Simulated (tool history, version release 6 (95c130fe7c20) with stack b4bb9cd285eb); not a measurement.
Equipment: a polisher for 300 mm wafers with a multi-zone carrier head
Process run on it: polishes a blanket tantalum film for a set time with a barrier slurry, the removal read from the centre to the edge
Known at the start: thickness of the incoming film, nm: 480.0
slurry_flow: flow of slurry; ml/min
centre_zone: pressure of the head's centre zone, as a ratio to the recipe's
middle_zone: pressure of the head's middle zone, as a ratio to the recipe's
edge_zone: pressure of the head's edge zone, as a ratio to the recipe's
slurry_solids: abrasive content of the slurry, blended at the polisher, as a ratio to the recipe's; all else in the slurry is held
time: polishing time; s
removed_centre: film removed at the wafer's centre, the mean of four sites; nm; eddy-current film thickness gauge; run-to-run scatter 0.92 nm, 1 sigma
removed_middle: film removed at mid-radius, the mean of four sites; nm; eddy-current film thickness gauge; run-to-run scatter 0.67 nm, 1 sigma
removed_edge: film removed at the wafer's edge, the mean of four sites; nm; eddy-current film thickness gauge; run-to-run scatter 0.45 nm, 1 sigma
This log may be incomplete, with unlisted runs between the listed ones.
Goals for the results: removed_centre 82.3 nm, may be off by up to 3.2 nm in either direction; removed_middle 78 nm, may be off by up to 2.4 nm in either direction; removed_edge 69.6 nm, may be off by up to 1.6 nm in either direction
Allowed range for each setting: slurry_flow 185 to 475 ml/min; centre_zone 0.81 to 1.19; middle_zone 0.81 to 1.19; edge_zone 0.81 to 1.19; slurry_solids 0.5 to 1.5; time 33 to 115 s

run  hour  slurry_flow  centre_zone  middle_zone  edge_zone  slurry_solids  time  removed_centre  removed_middle  removed_edge
  1     0          305            1            1          1              1    73           81.16          81.401        81.232
  2   8.2          305         1.01            1       0.98              1    73          79.811          81.262        80.501
  3  10.9          305         1.03            1       0.96           0.95    73          80.262          78.976        77.787
  4  16.9          305         1.03         0.93       0.96           0.95    73          80.946          75.335        78.672
  5  23.1          305         1.11         0.93       0.96           0.95    73          87.143          76.192        79.364
  6  29.9          305         1.11         0.94       0.94           0.95    73          87.024          77.819        77.726
  7    33          300         1.11         0.94       0.93           0.95    73          86.235          75.546        76.794
  8  40.7          295         1.11         0.95       0.92           0.95    73          87.401          76.732        75.842
  9  44.8          290          1.1         0.96       0.91           0.95    73          86.375          77.175        75.542

Of the 5 settings listed for the next run, only one would bring every result within its allowed miss of target. Which one?
  A  48.9          335          1.1         1.05       0.86            0.9    70               ?               ?             ?
  B  48.9          280         1.08         1.01       0.92           0.95    72               ?               ?             ?
  C  48.9          205         1.19         1.04       0.81           0.95    72               ?               ?             ?
  D  48.9          285         1.19         1.19       0.88           0.75    72               ?               ?             ?
  E  48.9          350         1.07         1.05       0.92            0.9    64               ?               ?             ?

move  removed_centre  removed_middle  removed_edge
   A          80.368          76.818        70.263
   B          81.793          77.886        75.431
   C          88.301          77.735        70.182
   D          82.151          78.435        67.128
   E           71.66          70.416        66.378
A: every result within its allowed miss
B: neither nearer nor further off than the last run
C: the worst result of the last run now meets its target, but another is out of spec
D: pushes the last run's worst result past its target
E: pushes the last run's worst result past its target
A meets every target.

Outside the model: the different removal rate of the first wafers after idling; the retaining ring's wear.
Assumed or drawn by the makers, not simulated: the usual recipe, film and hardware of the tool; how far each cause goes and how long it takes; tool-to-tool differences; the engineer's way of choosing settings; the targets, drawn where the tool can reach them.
